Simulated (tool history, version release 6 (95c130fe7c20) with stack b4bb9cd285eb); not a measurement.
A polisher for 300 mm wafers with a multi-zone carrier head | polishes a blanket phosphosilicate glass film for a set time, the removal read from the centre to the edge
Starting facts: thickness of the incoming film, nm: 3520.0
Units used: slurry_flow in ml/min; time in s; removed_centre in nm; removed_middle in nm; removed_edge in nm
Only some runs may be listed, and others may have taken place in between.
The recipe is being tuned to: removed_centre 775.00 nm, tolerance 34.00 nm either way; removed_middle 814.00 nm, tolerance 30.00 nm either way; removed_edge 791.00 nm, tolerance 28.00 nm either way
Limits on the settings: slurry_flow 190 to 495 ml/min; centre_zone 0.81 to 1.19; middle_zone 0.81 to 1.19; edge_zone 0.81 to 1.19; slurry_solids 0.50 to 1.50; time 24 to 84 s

run,day,slurry_flow,centre_zone,middle_zone,edge_zone,slurry_solids,time,removed_centre,removed_middle,removed_edge
1,0.000,320,1.00,1.00,1.00,1.00,54,588.83,579.23,567.40
2,0.167,320,1.00,0.95,1.00,1.00,54,600.33,554.87,570.41
3,0.417,320,1.00,0.95,1.06,1.00,54,595.19,550.95,570.01
4,0.754,320,1.00,0.95,1.06,0.90,54,569.95,524.75,558.49
5,0.954,320,1.00,0.95,1.06,1.10,54,616.88,573.37,608.74
6,1.108,320,1.00,0.95,1.06,1.10,65,737.22,691.19,727.97
7,1.246,320,1.00,0.96,1.06,1.10,65,742.44,695.34,732.82
8,1.342,320,1.00,0.98,1.06,1.10,65,725.18,710.80,725.99
9,1.475,320,1.00,0.99,1.06,1.15,65,757.23,718.94,741.76
10,1.554,320,0.99,1.00,1.06,1.15,65,748.62,715.17,737.92
11,1.733,320,0.99,1.00,1.06,1.15,65,743.99,735.13,734.53
12,1.900,320,0.99,1.00,1.07,1.15,65,746.58,715.53,747.98
13,2.000,320,0.99,1.02,1.06,1.15,65,739.75,736.28,743.64
14,2.279,320,0.99,1.03,1.06,1.15,65,760.86,735.73,733.82
15,2.604,320,0.98,1.04,1.06,1.20,65,747.92,765.00,755.55
16,2.946,320,0.98,1.05,1.06,1.20,65,757.82,765.75,754.48
17,3.008,320,0.98,1.06,1.06,1.20,65,753.73,770.69,755.43
18,3.338,320,0.98,1.07,1.06,1.20,65,765.58,774.78,750.03

Which of these 4 next moves meets every target?
A,3.667,320,1.03,1.00,1.16,1.25,64,?,?,?
B,3.667,380,1.01,0.90,1.19,1.15,71,?,?,?
C,3.667,345,0.97,1.00,1.11,1.30,65,?,?,?
D,3.667,360,1.03,1.14,1.19,1.25,63,?,?,?

move,removed_centre,removed_middle,removed_edge
A,803.56,733.84,783.68
B,858.47,731.81,863.87
C,783.08,759.61,791.81
D,798.61,814.01,784.96
A: brings the result that was furthest off to its target, and leaves another outside
B: the result that was furthest off in the last run now lies on the other side of its target
C: brings the result that was furthest off to its target, and leaves another outside
D: each result inside its tolerance
Go with D: it meets all targets.
